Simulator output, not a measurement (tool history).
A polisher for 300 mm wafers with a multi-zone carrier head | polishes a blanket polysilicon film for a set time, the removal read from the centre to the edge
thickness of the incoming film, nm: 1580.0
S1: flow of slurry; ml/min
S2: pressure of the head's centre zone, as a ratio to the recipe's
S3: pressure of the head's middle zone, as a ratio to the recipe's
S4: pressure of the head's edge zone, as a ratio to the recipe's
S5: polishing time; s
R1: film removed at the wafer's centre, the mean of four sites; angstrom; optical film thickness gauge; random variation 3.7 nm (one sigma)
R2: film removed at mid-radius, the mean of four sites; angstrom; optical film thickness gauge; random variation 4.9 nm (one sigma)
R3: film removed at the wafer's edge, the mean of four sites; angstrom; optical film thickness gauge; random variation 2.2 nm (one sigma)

run  hour   S1    S2    S3    S4  S5      R1      R2      R3
  1     0  145     1     1     1  39  4083.2  4047.3  4058.8
  2   0.8  135  0.98  0.98  0.99  39    3946  3953.6  4022.8
  3   8.3  120  0.98  0.98  0.99  39    3896  3851.9    3961
  4  15.2  115  0.96  0.97  0.98  39  3706.2  3883.9  3886.3
  5  18.1  110  0.95  0.95  0.98  39    3720    3678  3879.9
  6  22.8  110  0.95  0.95  0.98  35  3291.8  3324.7  3445.4

The next listed run, before its measurement:
  7  31.3  115  0.94  0.95  0.99  35   ?   ?   ?

R1: 3336.7 angstrom
R2: 3444.6 angstrom
R3: 3498.7 angstrom
